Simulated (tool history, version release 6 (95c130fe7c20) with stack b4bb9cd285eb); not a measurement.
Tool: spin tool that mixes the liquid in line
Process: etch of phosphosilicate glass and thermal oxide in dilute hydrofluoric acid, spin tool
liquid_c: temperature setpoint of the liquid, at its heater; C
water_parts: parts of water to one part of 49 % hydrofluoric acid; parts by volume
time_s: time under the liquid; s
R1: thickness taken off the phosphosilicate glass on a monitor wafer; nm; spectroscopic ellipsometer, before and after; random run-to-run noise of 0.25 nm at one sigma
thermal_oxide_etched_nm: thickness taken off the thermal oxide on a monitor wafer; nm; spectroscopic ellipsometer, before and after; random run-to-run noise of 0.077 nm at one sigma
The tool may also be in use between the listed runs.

{"run": 1, "day": 0.0, "liquid_c": 23.0, "water_parts": 230, "time_s": 30, "R1": 15.215, "thermal_oxide_etched_nm": 0.48904}
{"run": 2, "day": 0.35, "liquid_c": 23.0, "water_parts": 295, "time_s": 30, "R1": 11.129, "thermal_oxide_etched_nm": 0.34413}
{"run": 3, "day": 0.717, "liquid_c": 24.0, "water_parts": 275, "time_s": 30, "R1": 12.713, "thermal_oxide_etched_nm": 0.39525}
{"run": 4, "day": 0.833, "liquid_c": 24.0, "water_parts": 320, "time_s": 30, "R1": 10.36, "thermal_oxide_etched_nm": 0.31468}
{"run": 5, "day": 1.188, "liquid_c": 26.5, "water_parts": 320, "time_s": 30, "R1": 11.277, "thermal_oxide_etched_nm": 0.3447}
{"run": 6, "day": 1.383, "liquid_c": 30.0, "water_parts": 320, "time_s": 30, "R1": 12.74, "thermal_oxide_etched_nm": 0.42467}
{"run": 7, "day": 1.7, "liquid_c": 30.0, "water_parts": 295, "time_s": 30, "R1": 14.069, "thermal_oxide_etched_nm": 0.49728}
{"run": 8, "day": 1.946, "liquid_c": 29.5, "water_parts": 270, "time_s": 30, "R1": 15.55, "thermal_oxide_etched_nm": 0.54885}
{"run": 9, "day": 2.038, "liquid_c": 29.5, "water_parts": 250, "time_s": 30, "R1": 17.467, "thermal_oxide_etched_nm": 0.57724}
{"run": 10, "day": 2.075, "liquid_c": 29.5, "water_parts": 235, "time_s": 30, "R1": 18.385, "thermal_oxide_etched_nm": 0.62725}
{"run": 11, "day": 2.254, "liquid_c": 29.5, "water_parts": 220, "time_s": 30, "R1": 20.249, "thermal_oxide_etched_nm": 0.67431}
{"run": 12, "day": 2.325, "liquid_c": 29.5, "water_parts": 205, "time_s": 30, "R1": 22.191, "thermal_oxide_etched_nm": 0.73182}
{"run": 13, "day": 2.362, "liquid_c": 29.5, "water_parts": 195, "time_s": 30, "R1": 23.557, "thermal_oxide_etched_nm": 0.71331}
{"run": 14, "day": 2.421, "liquid_c": 29.5, "water_parts": 185, "time_s": 30, "R1": 25.235, "thermal_oxide_etched_nm": 0.73368}
{"run": 15, "day": 2.629, "liquid_c": 29.5, "water_parts": 180, "time_s": 30, "R1": 25.902, "thermal_oxide_etched_nm": 0.78747}
{"run": 16, "day": 2.771, "liquid_c": 29.5, "water_parts": 175, "time_s": 30, "R1": 26.868, "thermal_oxide_etched_nm": 0.89982}
{"run": 17, "day": 3.104, "liquid_c": 29.5, "water_parts": 170, "time_s": 30, "R1": 27.727, "thermal_oxide_etched_nm": 0.94589}

Forecast run 18:
{"run": 18, "day": 3.317, "liquid_c": 29.5, "water_parts": 165, "time_s": 30, "R1": "?", "thermal_oxide_etched_nm": "?"}

Run 18 measured R1 28.748 nm, thermal_oxide_etched_nm 0.92312 nm.
